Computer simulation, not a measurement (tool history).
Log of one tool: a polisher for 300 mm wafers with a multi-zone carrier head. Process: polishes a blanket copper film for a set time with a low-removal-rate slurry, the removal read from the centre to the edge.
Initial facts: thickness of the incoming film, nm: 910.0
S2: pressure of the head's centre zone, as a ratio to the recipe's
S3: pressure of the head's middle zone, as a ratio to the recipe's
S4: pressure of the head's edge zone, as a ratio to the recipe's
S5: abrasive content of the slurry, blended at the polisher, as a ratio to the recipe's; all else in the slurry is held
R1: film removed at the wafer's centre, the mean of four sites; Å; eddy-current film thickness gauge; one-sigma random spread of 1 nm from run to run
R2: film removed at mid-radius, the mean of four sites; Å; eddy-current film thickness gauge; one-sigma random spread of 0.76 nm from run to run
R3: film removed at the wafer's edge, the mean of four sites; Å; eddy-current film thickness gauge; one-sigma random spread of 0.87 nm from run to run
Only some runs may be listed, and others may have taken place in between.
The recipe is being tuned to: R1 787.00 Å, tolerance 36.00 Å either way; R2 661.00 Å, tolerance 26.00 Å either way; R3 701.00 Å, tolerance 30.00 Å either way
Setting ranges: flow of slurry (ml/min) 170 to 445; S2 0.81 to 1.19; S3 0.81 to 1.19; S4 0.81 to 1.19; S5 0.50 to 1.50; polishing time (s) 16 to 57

Run 1, hour 0.0: flow of slurry (ml/min) 285, S2 1.00, S3 1.00, S4 1.00, S5 1.00, polishing time (s) 36. Result: R1 750.34 Å, R2 766.02 Å, R3 725.46 Å.
Run 2, hour 2.4: flow of slurry (ml/min) 285, S2 1.00, S3 0.95, S4 1.00, S5 1.00, polishing time (s) 36. Result: R1 772.54 Å, R2 776.02 Å, R3 741.79 Å.
Run 3, hour 2.9: flow of slurry (ml/min) 280, S2 1.02, S3 0.93, S4 1.01, S5 0.95, polishing time (s) 36. Result: R1 766.22 Å, R2 730.54 Å, R3 730.76 Å.
Run 4, hour 5.9: flow of slurry (ml/min) 275, S2 1.03, S3 0.92, S4 1.01, S5 0.95, polishing time (s) 36. Result: R1 768.24 Å, R2 746.39 Å, R3 723.60 Å.
Run 5, hour 11.8: flow of slurry (ml/min) 275, S2 1.03, S3 0.92, S4 1.01, S5 1.10, polishing time (s) 36. Result: R1 808.33 Å, R2 767.05 Å, R3 762.11 Å.
Run 6, hour 19.6: flow of slurry (ml/min) 275, S2 1.03, S3 0.92, S4 0.92, S5 1.10, polishing time (s) 36. Result: R1 781.72 Å, R2 759.32 Å, R3 721.40 Å.
Run 7, hour 20.6: flow of slurry (ml/min) 275, S2 1.04, S3 0.90, S4 0.93, S5 1.05, polishing time (s) 36. Result: R1 796.98 Å, R2 746.73 Å, R3 724.50 Å.
Run 8, hour 23.2: flow of slurry (ml/min) 275, S2 1.05, S3 0.89, S4 0.94, S5 1.00, polishing time (s) 36. Result: R1 815.51 Å, R2 720.16 Å, R3 708.34 Å.
Run 9, hour 29.9: flow of slurry (ml/min) 270, S2 1.05, S3 0.88, S4 0.95, S5 1.00, polishing time (s) 36. Result: R1 805.09 Å, R2 713.05 Å, R3 707.99 Å.
Run 10, hour 33.3: flow of slurry (ml/min) 265, S2 1.05, S3 0.87, S4 0.95, S5 1.00, polishing time (s) 36. Result: R1 790.28 Å, R2 716.67 Å, R3 724.87 Å.
Run 11, hour 39.1: flow of slurry (ml/min) 265, S2 1.05, S3 0.86, S4 0.95, S5 1.00, polishing time (s) 36. Result: R1 804.39 Å, R2 730.58 Å, R3 710.39 Å.
Run 12, hour 43.9: flow of slurry (ml/min) 275, S2 1.05, S3 0.86, S4 0.97, S5 0.95, polishing time (s) 36. Result: R1 793.55 Å, R2 708.70 Å, R3 733.88 Å.
At hour 46.4: edge zone pressure recalibrated.
Run 13, hour 46.4: flow of slurry (ml/min) 275, S2 1.05, S3 0.86, S4 0.97, S5 0.95, polishing time (s) 36. Result: R1 776.54 Å, R2 687.93 Å, R3 744.11 Å.
Run 14, hour 49.4: flow of slurry (ml/min) 270, S2 1.06, S3 0.86, S4 0.97, S5 0.95, polishing time (s) 36. Result: R1 793.49 Å, R2 721.16 Å, R3 765.57 Å.
Run 15, hour 55.7: flow of slurry (ml/min) 280, S2 1.06, S3 0.85, S4 0.96, S5 0.95, polishing time (s) 36. Result: R1 784.66 Å, R2 706.10 Å, R3 740.78 Å.
Run 16, hour 62.9: flow of slurry (ml/min) 275, S2 1.06, S3 0.85, S4 0.96, S5 0.95, polishing time (s) 36. Result: R1 790.14 Å, R2 703.12 Å, R3 749.44 Å.
Run 17, hour 70.9: flow of slurry (ml/min) 270, S2 1.07, S3 0.85, S4 0.95, S5 0.95, polishing time (s) 36. Result: R1 801.29 Å, R2 705.40 Å, R3 753.29 Å.
Run 18, hour 77.6: flow of slurry (ml/min) 265, S2 1.07, S3 0.85, S4 0.94, S5 0.95, polishing time (s) 36. Result: R1 787.62 Å, R2 701.50 Å, R3 749.74 Å.
Run 19, hour 84.2: flow of slurry (ml/min) 275, S2 1.07, S3 0.84, S4 0.93, S5 0.95, polishing time (s) 36. Result: R1 811.38 Å, R2 692.61 Å, R3 742.09 Å.

4 next moves are on the table. One of them brings every result within its allowed miss. Which?
Run A, hour 90.8: flow of slurry (ml/min) 265, S2 0.97, S3 0.82, S4 1.07, S5 0.70, polishing time (s) 40. Result: R1 ?, R2 ?, R3 ?.
Run B, hour 90.8: flow of slurry (ml/min) 230, S2 1.11, S3 0.83, S4 0.98, S5 1.10, polishing time (s) 33. Result: R1 ?, R2 ?, R3 ?.
Run C, hour 90.8: flow of slurry (ml/min) 245, S2 1.18, S3 0.91, S4 0.81, S5 0.90, polishing time (s) 38. Result: R1 ?, R2 ?, R3 ?.
Run D, hour 90.8: flow of slurry (ml/min) 315, S2 1.16, S3 0.84, S4 0.82, S5 0.90, polishing time (s) 35. Result: R1 ?, R2 ?, R3 ?.

move      R1      R2      R3
   A  744.24  710.80  793.00
   B  784.31  658.86  702.56
   C  916.75  760.44  705.26
   D  852.24  686.84  665.60
A: moves away from the targets compared with the last run
B: every result within its allowed miss
C: corrects the largest miss of the last run, while another result sits out of spec
D: pushes the last run's worst result past its target
B is the move that brings every result within its allowed miss.
